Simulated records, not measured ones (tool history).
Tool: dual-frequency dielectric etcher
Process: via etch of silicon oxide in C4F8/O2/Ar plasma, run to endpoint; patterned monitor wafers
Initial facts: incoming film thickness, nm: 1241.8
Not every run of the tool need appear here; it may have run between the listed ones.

run 1 day=0.000 | source_power_(kW)=2.340 bias_power_(kW)=2.081 | endpoint_time_(s)=219.71
run 2 day=0.229 | source_power_(kW)=2.340 bias_power_(kW)=2.286 | endpoint_time_(s)=212.55
run 3 day=0.404 | source_power_(kW)=2.650 bias_power_(kW)=2.286 | endpoint_time_(s)=207.44
run 4 day=0.738 | source_power_(kW)=3.030 bias_power_(kW)=2.286 | endpoint_time_(s)=197.03
run 5 day=0.958 | source_power_(kW)=2.610 bias_power_(kW)=1.973 | endpoint_time_(s)=214.26
run 6 day=1.146 | source_power_(kW)=2.310 bias_power_(kW)=1.973 | endpoint_time_(s)=223.69
run 7 day=1.354 | source_power_(kW)=2.310 bias_power_(kW)=1.973 | endpoint_time_(s)=227.02

The next listed run, before its measurement:
run 8 day=1.712 | source_power_(kW)=2.120 bias_power_(kW)=1.872 | endpoint_time_(s)=?

endpoint time (s): 235.51

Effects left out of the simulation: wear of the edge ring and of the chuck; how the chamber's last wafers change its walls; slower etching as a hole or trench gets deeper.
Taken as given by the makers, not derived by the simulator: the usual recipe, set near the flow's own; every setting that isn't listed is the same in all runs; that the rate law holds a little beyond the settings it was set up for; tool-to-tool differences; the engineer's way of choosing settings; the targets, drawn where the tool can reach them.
